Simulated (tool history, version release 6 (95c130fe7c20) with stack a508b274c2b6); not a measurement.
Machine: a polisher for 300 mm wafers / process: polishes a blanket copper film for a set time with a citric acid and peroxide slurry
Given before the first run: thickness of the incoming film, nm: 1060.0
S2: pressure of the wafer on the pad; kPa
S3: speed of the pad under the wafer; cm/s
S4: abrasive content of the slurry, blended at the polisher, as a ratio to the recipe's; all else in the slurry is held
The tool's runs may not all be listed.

run 1 hour=0 | flow_of_slurry_(ml/min)=315 S2=15.2 S3=90 S4=1 polishing_time_(s)=88 | film_removed_(angstrom)=1466.6
run 2 hour=6.7 | flow_of_slurry_(ml/min)=375 S2=15.2 S3=90 S4=1 polishing_time_(s)=88 | film_removed_(angstrom)=1503.2
run 3 hour=11.6 | flow_of_slurry_(ml/min)=375 S2=15.2 S3=90 S4=1 polishing_time_(s)=88 | film_removed_(angstrom)=1487.5
run 4 hour=19.2 | flow_of_slurry_(ml/min)=375 S2=15.9 S3=90 S4=1 polishing_time_(s)=88 | film_removed_(angstrom)=1580.9
run 5 hour=22.3 | flow_of_slurry_(ml/min)=375 S2=16.5 S3=90 S4=1 polishing_time_(s)=88 | film_removed_(angstrom)=1624.5
run 6 hour=26.2 | flow_of_slurry_(ml/min)=330 S2=16.5 S3=90 S4=1 polishing_time_(s)=88 | film_removed_(angstrom)=1603.4

Predict the results of run 7:
run 7 hour=31.6 | flow_of_slurry_(ml/min)=330 S2=17.2 S3=90 S4=1 polishing_time_(s)=88 | film_removed_(angstrom)=?

film removed (angstrom): 1696.5

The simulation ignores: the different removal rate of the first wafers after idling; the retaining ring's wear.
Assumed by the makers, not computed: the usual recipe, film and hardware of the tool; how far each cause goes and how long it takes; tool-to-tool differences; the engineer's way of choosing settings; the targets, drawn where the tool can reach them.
